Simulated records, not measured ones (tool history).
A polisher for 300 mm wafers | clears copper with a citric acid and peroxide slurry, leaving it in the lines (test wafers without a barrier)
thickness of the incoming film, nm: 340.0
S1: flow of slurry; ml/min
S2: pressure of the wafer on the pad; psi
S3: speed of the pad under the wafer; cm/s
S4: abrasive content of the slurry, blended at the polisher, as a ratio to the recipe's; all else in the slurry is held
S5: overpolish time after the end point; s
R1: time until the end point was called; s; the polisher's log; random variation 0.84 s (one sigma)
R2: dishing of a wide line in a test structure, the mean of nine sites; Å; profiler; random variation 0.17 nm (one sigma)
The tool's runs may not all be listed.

run 1 hour=0.0 | S1=240 S2=3.0 S3=128 S4=1.00 S5=16 | R1=111.12 R2=348.78
run 2 hour=7.7 | S1=240 S2=2.9 S3=132 S4=1.00 S5=14 | R1=111.61 R2=315.93
run 3 hour=9.9 | S1=240 S2=2.4 S3=132 S4=1.00 S5=14 | R1=131.23 R2=273.48
run 4 hour=12.5 | S1=275 S2=2.4 S3=132 S4=1.00 S5=14 | R1=130.29 R2=270.75
run 5 hour=13.5 | S1=275 S2=2.4 S3=132 S4=0.85 S5=14 | R1=135.08 R2=265.94
run 6 hour=17.6 | S1=230 S2=2.4 S3=132 S4=0.85 S5=14 | R1=137.97 R2=257.04
run 7 hour=20.1 | S1=215 S2=2.5 S3=136 S4=0.80 S5=13 | R1=129.99 R2=254.85
run 8 hour=25.4 | S1=205 S2=2.6 S3=140 S4=0.75 S5=12 | R1=125.46 R2=241.57

Run 9 comes next. What will it give?
run 9 hour=28.9 | S1=205 S2=2.6 S3=140 S4=0.75 S5=12 | R1=? R2=?

R1: 129.23 s
R2: 242.85 Å

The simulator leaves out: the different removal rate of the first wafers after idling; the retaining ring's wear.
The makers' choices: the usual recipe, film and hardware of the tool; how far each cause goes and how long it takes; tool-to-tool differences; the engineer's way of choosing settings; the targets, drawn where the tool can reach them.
